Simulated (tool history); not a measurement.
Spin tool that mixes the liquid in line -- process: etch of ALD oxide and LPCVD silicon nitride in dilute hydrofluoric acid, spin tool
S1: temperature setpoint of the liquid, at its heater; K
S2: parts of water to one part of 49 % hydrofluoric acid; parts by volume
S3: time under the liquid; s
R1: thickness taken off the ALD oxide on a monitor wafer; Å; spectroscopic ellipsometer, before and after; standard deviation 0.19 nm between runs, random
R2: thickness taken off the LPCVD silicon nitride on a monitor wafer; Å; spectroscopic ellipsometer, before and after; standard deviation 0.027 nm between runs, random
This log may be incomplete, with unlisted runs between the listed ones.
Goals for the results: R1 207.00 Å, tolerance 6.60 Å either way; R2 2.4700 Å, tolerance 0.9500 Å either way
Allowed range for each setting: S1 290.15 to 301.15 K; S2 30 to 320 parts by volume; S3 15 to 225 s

run 1 hour=0.0 | S1=293.15 S2=175 S3=115 | R1=163.52 R2=2.8254
run 2 hour=1.9 | S1=293.15 S2=220 S3=115 | R1=126.70 R2=2.0160
run 3 hour=10.2 | S1=294.15 S2=210 S3=115 | R1=141.37 R2=2.2051
run 4 hour=17.2 | S1=295.15 S2=210 S3=115 | R1=144.69 R2=1.9488
run 5 hour=25.9 | S1=295.15 S2=170 S3=115 | R1=186.14 R2=2.6089
run 6 hour=28.5 | S1=295.65 S2=170 S3=115 | R1=192.21 R2=2.6285
run 7 hour=33.1 | S1=296.15 S2=170 S3=115 | R1=196.78 R2=2.8316
run 8 hour=37.6 | S1=296.65 S2=170 S3=115 | R1=199.57 R2=3.7242

Pick the move, out of 5, that brings all results within their allowed miss; only one does.
run A hour=42.1 | S1=290.15 S2=135 S3=120 | R1=? R2=?
run B hour=42.1 | S1=290.15 S2=140 S3=115 | R1=? R2=?
run C hour=42.1 | S1=295.65 S2=230 S3=165 | R1=? R2=?
run D hour=42.1 | S1=293.15 S2=190 S3=145 | R1=? R2=?
run E hour=42.1 | S1=293.65 S2=175 S3=125 | R1=? R2=?

move=A R1=208.71 R2=2.5550
move=B R1=191.93 R2=2.3641
move=C R1=190.02 R2=3.0130
move=D R1=191.39 R2=2.7148
move=E R1=185.43 R2=2.6203
A: each result inside its tolerance
B: brings the result that was furthest off to its target, and leaves another outside
C: brings the result that was furthest off to its target, and leaves another outside
D: brings the result that was furthest off to its target, and leaves another outside
E: brings the result that was furthest off to its target, and leaves another outside
Go with A: it meets all targets.
